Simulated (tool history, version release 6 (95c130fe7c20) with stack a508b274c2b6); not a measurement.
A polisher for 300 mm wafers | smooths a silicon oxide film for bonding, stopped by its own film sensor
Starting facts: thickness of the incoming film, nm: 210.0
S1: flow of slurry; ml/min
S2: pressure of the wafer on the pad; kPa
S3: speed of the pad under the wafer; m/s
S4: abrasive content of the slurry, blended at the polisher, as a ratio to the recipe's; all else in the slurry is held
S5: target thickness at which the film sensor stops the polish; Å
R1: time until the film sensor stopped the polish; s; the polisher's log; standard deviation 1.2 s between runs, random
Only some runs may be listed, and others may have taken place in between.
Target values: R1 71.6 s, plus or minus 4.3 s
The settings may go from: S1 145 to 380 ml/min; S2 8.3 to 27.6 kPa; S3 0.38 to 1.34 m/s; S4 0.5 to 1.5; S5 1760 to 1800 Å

run	day	S1	S2	S3	S4	S5	R1
1	0	245	17.9	0.86	1	1760	32.08
2	0.042	245	15.2	0.86	1	1760	37.182
3	0.15	245	17.2	0.86	1	1760	33.952
4	0.425	245	15.2	0.86	1	1760	37.386
5	0.554	245	13.1	0.78	1	1760	45.436
6	0.775	245	13.1	0.78	1.1	1760	44.679
7	0.988	245	11.7	0.72	1.1	1760	51.7
8	1.312	245	11.7	0.72	1.1	1760	52.632
9	1.442	240	8.3	0.58	1.05	1760	82.814
10	1.546	240	9	0.58	1.05	1760	76.796

Which one of the following 4 next-run settings gets every result inside its allowed miss? There is exactly one.
A	1.65	240	9	0.48	1	1770	?
B	1.65	250	9.7	0.56	1.1	1770	?
C	1.65	235	8.3	0.56	1.2	1760	?
D	1.65	145	9	0.52	1.05	1770	?

move	R1
A	88.158
B	70.802
C	80.208
D	87.491
A: the biggest miss grows against the last run
B: meets every target
C: the biggest miss grows against the last run
D: the biggest miss grows against the last run
The right move is B.

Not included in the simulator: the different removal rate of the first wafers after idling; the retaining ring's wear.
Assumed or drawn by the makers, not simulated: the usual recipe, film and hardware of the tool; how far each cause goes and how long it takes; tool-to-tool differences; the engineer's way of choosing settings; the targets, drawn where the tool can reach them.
